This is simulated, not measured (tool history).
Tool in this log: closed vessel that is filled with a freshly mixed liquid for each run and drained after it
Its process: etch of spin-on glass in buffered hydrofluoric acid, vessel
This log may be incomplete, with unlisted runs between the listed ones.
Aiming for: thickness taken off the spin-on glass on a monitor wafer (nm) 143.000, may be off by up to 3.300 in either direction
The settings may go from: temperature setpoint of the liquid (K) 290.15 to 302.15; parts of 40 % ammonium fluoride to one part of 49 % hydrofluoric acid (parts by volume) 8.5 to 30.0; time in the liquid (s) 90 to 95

run  hour  temperature setpoint of the liquid (K)  parts of 40 % ammonium fluoride to one part of 49 % hydrofluoric acid (parts by volume)  time in the liquid (s)  thickness taken off the spin-on glass on a monitor wafer (nm)
  1   0.0                                  294.15                                                                                     23.5                      90                                                         98.957
  2   5.9                                  296.15                                                                                     23.5                      90                                                        111.260
  3  11.0                                  296.15                                                                                     23.5                      95                                                        116.930
  4  18.0                                  297.65                                                                                     23.5                      95                                                        127.410
  5  22.9                                  295.65                                                                                     23.5                      95                                                        114.330
  6  24.1                                  295.65                                                                                     30.0                      95                                                         96.479
  7  31.6                                  297.65                                                                                     29.0                      95                                                        110.320
  8  33.2                                  299.15                                                                                     28.5                      95                                                        121.610
  9  35.9                                  299.15                                                                                     28.5                      95                                                        121.190
 10  43.2                                  300.15                                                                                     28.5                      95                                                        127.470
 11  47.2                                  300.65                                                                                     28.5                      95                                                        131.350

Which single option among these 4 for the next run brings every result within its allowed miss of target? Just one does.
  A  51.2                                  301.15                                                                                     26.0                      90                                                              ?
  B  51.2                                  302.15                                                                                     30.0                      95                                                              ?
  C  51.2                                  301.65                                                                                     25.0                      90                                                              ?
  D  51.2                                  302.15                                                                                     30.0                      90                                                              ?

move  thickness taken off the spin-on glass on a monitor wafer (nm)
   A                                                        136.030
   B                                                        137.390
   C                                                        143.520
   D                                                        130.150
A: nearer than the last run, and not there yet
B: nearer than the last run, and not there yet
C: each result inside its tolerance
D: its largest miss is bigger than the last run's
Go with C: it meets all targets.
